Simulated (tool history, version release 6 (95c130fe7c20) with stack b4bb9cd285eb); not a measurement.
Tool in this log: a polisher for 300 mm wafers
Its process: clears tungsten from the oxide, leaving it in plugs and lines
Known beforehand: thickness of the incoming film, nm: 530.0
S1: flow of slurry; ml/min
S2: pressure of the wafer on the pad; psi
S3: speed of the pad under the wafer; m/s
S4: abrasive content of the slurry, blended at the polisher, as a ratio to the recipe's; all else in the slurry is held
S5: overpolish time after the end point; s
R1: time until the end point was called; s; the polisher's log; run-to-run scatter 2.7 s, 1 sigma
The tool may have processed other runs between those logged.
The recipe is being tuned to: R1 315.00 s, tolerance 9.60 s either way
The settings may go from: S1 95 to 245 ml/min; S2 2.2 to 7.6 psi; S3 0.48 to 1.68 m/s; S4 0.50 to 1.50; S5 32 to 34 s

Run 1, day 0.000: S1 155 ml/min, S2 4.9 psi, S3 1.08 m/s, S4 1.00, S5 32 s. Result: R1 101.36 s.
Run 2, day 0.312: S1 150 ml/min, S2 4.4 psi, S3 0.96 m/s, S4 1.00, S5 32 s. Result: R1 127.76 s.
Run 3, day 0.471: S1 190 ml/min, S2 4.4 psi, S3 0.96 m/s, S4 1.00, S5 32 s. Result: R1 123.41 s.
Run 4, day 0.504: S1 185 ml/min, S2 4.0 psi, S3 0.88 m/s, S4 1.00, S5 32 s. Result: R1 148.11 s.
Run 5, day 0.588: S1 165 ml/min, S2 4.0 psi, S3 0.88 m/s, S4 1.00, S5 32 s. Result: R1 149.09 s.
Run 6, day 0.704: S1 165 ml/min, S2 3.7 psi, S3 0.82 m/s, S4 1.00, S5 32 s. Result: R1 172.35 s.
At day 0.917: head pressure recalibrated.
Run 7, day 0.917: S1 160 ml/min, S2 3.4 psi, S3 0.78 m/s, S4 1.00, S5 32 s. Result: R1 172.86 s.
Run 8, day 1.125: S1 175 ml/min, S2 3.2 psi, S3 0.72 m/s, S4 0.90, S5 32 s. Result: R1 202.46 s.
Run 9, day 1.338: S1 175 ml/min, S2 2.2 psi, S3 0.48 m/s, S4 0.90, S5 32 s. Result: R1 407.65 s.

Exactly one of the 4 candidate moves below puts every result within its allowed miss. Which one?
Run A, day 1.550: S1 160 ml/min, S2 2.4 psi, S3 0.64 m/s, S4 0.85, S5 33 s. Result: R1 ?.
Run B, day 1.550: S1 160 ml/min, S2 2.5 psi, S3 0.56 m/s, S4 0.75, S5 32 s. Result: R1 ?.
Run C, day 1.550: S1 200 ml/min, S2 2.6 psi, S3 0.56 m/s, S4 1.00, S5 33 s. Result: R1 ?.
Run D, day 1.550: S1 160 ml/min, S2 2.6 psi, S3 0.56 m/s, S4 0.80, S5 32 s. Result: R1 ?.

move      R1
   A  296.15
   B  334.78
   C  292.34
   D  318.68
A: the result that was furthest off in the last run now lies on the other side of its target
B: closes in on the targets versus the last run, not all within tolerance yet
C: the result that was furthest off in the last run now lies on the other side of its target
D: every result within its allowed miss
The right move is D.
